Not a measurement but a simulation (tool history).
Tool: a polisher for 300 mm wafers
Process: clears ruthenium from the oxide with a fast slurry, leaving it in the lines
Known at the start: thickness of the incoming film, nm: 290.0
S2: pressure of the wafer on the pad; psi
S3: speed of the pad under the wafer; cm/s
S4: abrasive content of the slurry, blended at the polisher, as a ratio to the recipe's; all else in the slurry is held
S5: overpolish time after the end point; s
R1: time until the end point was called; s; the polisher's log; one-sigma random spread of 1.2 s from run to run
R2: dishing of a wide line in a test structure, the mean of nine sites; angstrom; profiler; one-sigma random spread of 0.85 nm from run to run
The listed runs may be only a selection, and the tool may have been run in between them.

{"run": 1, "hour": 0.0, "flow of slurry (ml/min)": 245, "S2": 2.5, "S3": 82, "S4": 1, "S5": 24, "R1": 87.207, "R2": 564.14}
{"run": 2, "hour": 8.9, "flow of slurry (ml/min)": 300, "S2": 2.5, "S3": 82, "S4": 1, "S5": 24, "R1": 88.156, "R2": 566.06}
{"run": 3, "hour": 15.1, "flow of slurry (ml/min)": 290, "S2": 2.6, "S3": 82, "S4": 1, "S5": 20, "R1": 85.095, "R2": 500.5}
{"run": 4, "hour": 17.7, "flow of slurry (ml/min)": 290, "S2": 2.6, "S3": 82, "S4": 1, "S5": 25, "R1": 85.947, "R2": 585.52}
{"run": 5, "hour": 20.7, "flow of slurry (ml/min)": 290, "S2": 2.6, "S3": 82, "S4": 1, "S5": 31, "R1": 83.324, "R2": 704}
{"run": 6, "hour": 22.9, "flow of slurry (ml/min)": 290, "S2": 2.6, "S3": 82, "S4": 1.1, "S5": 31, "R1": 81.133, "R2": 698.39}

Expected results for the next run?
{"run": 7, "hour": 24.0, "flow of slurry (ml/min)": 290, "S2": 2.7, "S3": 82, "S4": 1.15, "S5": 25, "R1": "?", "R2": "?"}

R1: 74.91 s
R2: 626.08 angstrom
